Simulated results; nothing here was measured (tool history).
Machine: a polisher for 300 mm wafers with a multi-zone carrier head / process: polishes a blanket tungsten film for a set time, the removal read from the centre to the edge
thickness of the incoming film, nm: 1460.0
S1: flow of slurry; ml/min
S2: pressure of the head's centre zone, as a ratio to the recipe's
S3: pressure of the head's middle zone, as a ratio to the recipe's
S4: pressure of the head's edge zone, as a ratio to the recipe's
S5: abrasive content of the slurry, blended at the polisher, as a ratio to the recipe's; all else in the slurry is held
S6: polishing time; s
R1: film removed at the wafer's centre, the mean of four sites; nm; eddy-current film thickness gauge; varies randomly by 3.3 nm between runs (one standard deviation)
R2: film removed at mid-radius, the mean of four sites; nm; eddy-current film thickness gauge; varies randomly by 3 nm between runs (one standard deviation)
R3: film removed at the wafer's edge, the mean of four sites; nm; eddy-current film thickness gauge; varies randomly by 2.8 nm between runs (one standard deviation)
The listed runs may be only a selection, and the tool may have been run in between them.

run,hour,S1,S2,S3,S4,S5,S6,R1,R2,R3
1,0,265,1,1,1,1,78,504.07,499.83,491.93
2,4,210,1,1,1,1,78,464.26,481.5,500.35
3,9.3,220,0.97,0.99,0.97,0.85,65,362.24,391.48,387.27
4,17.4,220,0.97,0.99,0.97,0.85,56,317.13,333.65,329.31
5,18,225,0.95,0.97,0.96,0.75,52,275.57,289.65,299.81
6,23.1,225,0.95,0.97,1.01,0.75,52,276.81,294.38,307.63

Predict the results of run 7:
7,25.8,240,0.94,0.97,0.98,0.65,49,?,?,?

{"run 7": {"R1": 244.92, "R2": 261.51, "R3": 272.04}}
